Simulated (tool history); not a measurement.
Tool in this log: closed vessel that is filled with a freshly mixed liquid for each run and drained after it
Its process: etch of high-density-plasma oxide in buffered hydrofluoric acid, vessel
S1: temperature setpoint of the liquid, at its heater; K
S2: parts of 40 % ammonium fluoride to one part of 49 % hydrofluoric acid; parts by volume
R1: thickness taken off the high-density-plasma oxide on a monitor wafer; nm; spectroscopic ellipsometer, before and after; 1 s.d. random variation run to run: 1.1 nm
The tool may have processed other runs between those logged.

Run 1, day 0.000: S1 296.15 K, S2 23.5 parts by volume, time in the liquid (s) 100. Result: R1 87.460 nm.
Run 2, day 0.217: S1 296.15 K, S2 23.5 parts by volume, time in the liquid (s) 105. Result: R1 91.684 nm.
Run 3, day 0.600: S1 296.15 K, S2 23.5 parts by volume, time in the liquid (s) 100. Result: R1 87.695 nm.
Run 4, day 0.762: S1 296.15 K, S2 23.5 parts by volume, time in the liquid (s) 100. Result: R1 88.041 nm.
Run 5, day 0.929: S1 299.65 K, S2 23.5 parts by volume, time in the liquid (s) 100. Result: R1 104.720 nm.
Run 6, day 1.250: S1 299.65 K, S2 23.5 parts by volume, time in the liquid (s) 100. Result: R1 107.080 nm.
Run 7, day 1.288: S1 300.65 K, S2 23.5 parts by volume, time in the liquid (s) 100. Result: R1 112.710 nm.
Run 8, day 1.433: S1 301.15 K, S2 23.5 parts by volume, time in the liquid (s) 100. Result: R1 114.480 nm.
Run 9, day 1.638: S1 301.15 K, S2 23.5 parts by volume, time in the liquid (s) 100. Result: R1 114.220 nm.
Run 10, day 1.950: S1 301.65 K, S2 23.0 parts by volume, time in the liquid (s) 100. Result: R1 121.250 nm.
Run 11, day 2.225: S1 302.15 K, S2 23.0 parts by volume, time in the liquid (s) 100. Result: R1 123.680 nm.
Run 12, day 2.596: S1 302.65 K, S2 23.0 parts by volume, time in the liquid (s) 100. Result: R1 127.040 nm.
Run 13, day 2.721: S1 303.15 K, S2 23.0 parts by volume, time in the liquid (s) 100. Result: R1 130.190 nm.

Predict the results of run 14:
At day 3.092: hydrofluoric acid flow meter replaced.
Run 14, day 3.092: S1 303.65 K, S2 23.0 parts by volume, time in the liquid (s) 100. Result: R1 ?.

R1: 145.720 nm
